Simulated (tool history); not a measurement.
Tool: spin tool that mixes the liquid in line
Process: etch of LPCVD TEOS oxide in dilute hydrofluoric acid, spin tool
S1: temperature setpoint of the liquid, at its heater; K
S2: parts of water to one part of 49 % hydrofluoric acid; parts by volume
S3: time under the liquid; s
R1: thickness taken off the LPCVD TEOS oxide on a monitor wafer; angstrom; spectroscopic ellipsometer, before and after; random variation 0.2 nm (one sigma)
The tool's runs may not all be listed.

run  hour      S1   S2   S3      R1
  1     0  298.15  285  280  163.16
  2   1.7  299.65  275  280   176.6
  3   4.6  299.65  275  280   180.3
  4   9.2  301.15  270  280  190.65
  5    11  302.15  260  280  206.06
  6  17.7  303.15  255  280  225.15

Forecast run 7:
  7  23.9  303.65  255  280   ?

Run 7 gave R1 222.98 angstrom.
